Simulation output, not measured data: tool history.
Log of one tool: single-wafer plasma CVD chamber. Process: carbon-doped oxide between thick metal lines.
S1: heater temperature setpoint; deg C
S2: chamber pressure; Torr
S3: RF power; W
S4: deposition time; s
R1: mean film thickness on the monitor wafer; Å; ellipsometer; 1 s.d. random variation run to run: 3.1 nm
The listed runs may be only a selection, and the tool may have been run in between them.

Run 1, hour 0: S1 370 deg C, S2 6.54 Torr, S3 520 W, S4 189 s. Result: R1 10091 Å.
Run 2, hour 2.1: S1 370 deg C, S2 6.54 Torr, S3 520 W, S4 180 s. Result: R1 9615 Å.
Run 3, hour 3.5: S1 370 deg C, S2 6.54 Torr, S3 475 W, S4 180 s. Result: R1 9266.8 Å.
Run 4, hour 11: S1 370 deg C, S2 6.51 Torr, S3 475 W, S4 180 s. Result: R1 9226.7 Å.
Run 5, hour 18.8: S1 370 deg C, S2 7.37 Torr, S3 475 W, S4 180 s. Result: R1 9327.2 Å.
Run 6, hour 24: S1 370 deg C, S2 7.34 Torr, S3 470 W, S4 180 s. Result: R1 9295.5 Å.
Run 7, hour 26.7: S1 370 deg C, S2 7.31 Torr, S3 470 W, S4 180 s. Result: R1 9255.1 Å.
Run 8, hour 30.9: S1 370 deg C, S2 7.29 Torr, S3 470 W, S4 180 s. Result: R1 9277.1 Å.
Run 9, hour 34.1: S1 370 deg C, S2 7.26 Torr, S3 470 W, S4 180 s. Result: R1 9285.6 Å.
Run 10, hour 37.3: S1 370 deg C, S2 7.23 Torr, S3 470 W, S4 180 s. Result: R1 9266.8 Å.
Run 11, hour 44.1: S1 370 deg C, S2 7.2 Torr, S3 470 W, S4 180 s. Result: R1 9227.1 Å.
Run 12, hour 51.3: S1 370 deg C, S2 7.18 Torr, S3 470 W, S4 180 s. Result: R1 9306.1 Å.
Run 13, hour 52.8: S1 370 deg C, S2 7.18 Torr, S3 470 W, S4 180 s. Result: R1 9251.4 Å.
Run 14, hour 53.4: S1 370 deg C, S2 7.16 Torr, S3 470 W, S4 180 s. Result: R1 9306.5 Å.
Run 15, hour 60.6: S1 370 deg C, S2 7.13 Torr, S3 465 W, S4 180 s. Result: R1 9198.4 Å.

For run 16, what comes out?
Run 16, hour 64: S1 370 deg C, S2 7.11 Torr, S3 465 W, S4 180 s. Result: R1 ?.

For run 16 the tool returned R1 9198 Å.
